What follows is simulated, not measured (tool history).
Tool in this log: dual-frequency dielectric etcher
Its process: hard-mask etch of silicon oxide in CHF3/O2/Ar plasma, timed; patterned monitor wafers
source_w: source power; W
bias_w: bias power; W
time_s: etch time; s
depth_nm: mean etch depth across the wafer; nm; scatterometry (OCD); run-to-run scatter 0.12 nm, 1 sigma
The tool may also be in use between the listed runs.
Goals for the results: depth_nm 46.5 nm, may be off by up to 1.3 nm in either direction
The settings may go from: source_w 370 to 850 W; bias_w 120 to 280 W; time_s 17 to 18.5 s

Run 1, hour 0: source_w 610 W, bias_w 200 W, time_s 18.5 s. Result: depth_nm 40.203 nm.
Run 2, hour 1.1: source_w 660 W, bias_w 200 W, time_s 18.5 s. Result: depth_nm 41.693 nm.
Run 3, hour 6.1: source_w 750 W, bias_w 200 W, time_s 18.5 s. Result: depth_nm 44.349 nm.
Run 4, hour 11.1: source_w 760 W, bias_w 201 W, time_s 18.5 s. Result: depth_nm 44.549 nm.
Run 5, hour 19.2: source_w 760 W, bias_w 201 W, time_s 17 s. Result: depth_nm 41.01 nm.
Run 6, hour 24.3: source_w 770 W, bias_w 206 W, time_s 17 s. Result: depth_nm 41.705 nm.
Run 7, hour 24.9: source_w 780 W, bias_w 210 W, time_s 17 s. Result: depth_nm 42.269 nm.
Run 8, hour 29.7: source_w 790 W, bias_w 213 W, time_s 17 s. Result: depth_nm 42.88 nm.
Run 9, hour 30.6: source_w 800 W, bias_w 216 W, time_s 17 s. Result: depth_nm 43.34 nm.
Run 10, hour 35.4: source_w 800 W, bias_w 219 W, time_s 17 s. Result: depth_nm 43.756 nm.
Run 11, hour 36: source_w 800 W, bias_w 221 W, time_s 17 s. Result: depth_nm 43.823 nm.

4 candidate next runs follow, results not yet known. Just one meets every target within its allowed miss. Identify it.
Run A, hour 36.6: source_w 810 W, bias_w 233 W, time_s 18.5 s. Result: depth_nm ?.
Run B, hour 36.6: source_w 740 W, bias_w 226 W, time_s 17.5 s. Result: depth_nm ?.
Run C, hour 36.6: source_w 680 W, bias_w 220 W, time_s 17 s. Result: depth_nm ?.
Run D, hour 36.6: source_w 750 W, bias_w 222 W, time_s 18.5 s. Result: depth_nm ?.

move  depth_nm
   A    48.816
   B    43.784
   C    40.468
   D    46.216
A: the result that was furthest off in the last run now lies on the other side of its target
B: about as far from the targets as the last run
C: moves away from the targets compared with the last run
D: every result within its allowed miss
Move D is the one to make.
